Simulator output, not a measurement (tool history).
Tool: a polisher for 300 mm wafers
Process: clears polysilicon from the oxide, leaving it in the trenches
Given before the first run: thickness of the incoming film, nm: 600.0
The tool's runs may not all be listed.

run,day,flow of slurry (ml/min),pressure of the wafer on the pad (psi),speed of the pad under the wafer (cm/s),overpolish time after the end point (s),time until the end point was called (s),dishing of a wide line in a test structure (Å)
1,0,125,1.8,120,24,58.842,563.02
2,0.05,125,1.8,120,18,58.362,553.92
3,0.288,125,1.8,120,9,58.634,465.84
4,0.362,130,1.9,120,11,56.447,490.39
5,0.642,130,1.9,120,7,56.533,421.58
6,0.838,130,1.9,120,10,55.199,488.44
7,1.079,135,1.9,120,11,54.256,493.83
8,1.183,140,1.9,120,11,54.816,518.47
9,1.225,145,1.9,120,11,54.004,506.21
10,1.375,145,1.9,120,11,55.183,503.11
11,1.692,150,2,120,12,52.021,532.83
12,1.954,155,2,120,12,50.922,519.86
13,2.079,160,2,120,13,52.284,523.09
14,2.433,160,2,120,14,50.918,568.39

Run 15 comes next. What will it give?
15,2.696,165,2.1,120,13,?,?

Run 15 gave time until the end point was called (s) 49.613, dishing of a wide line in a test structure (Å) 551.28.
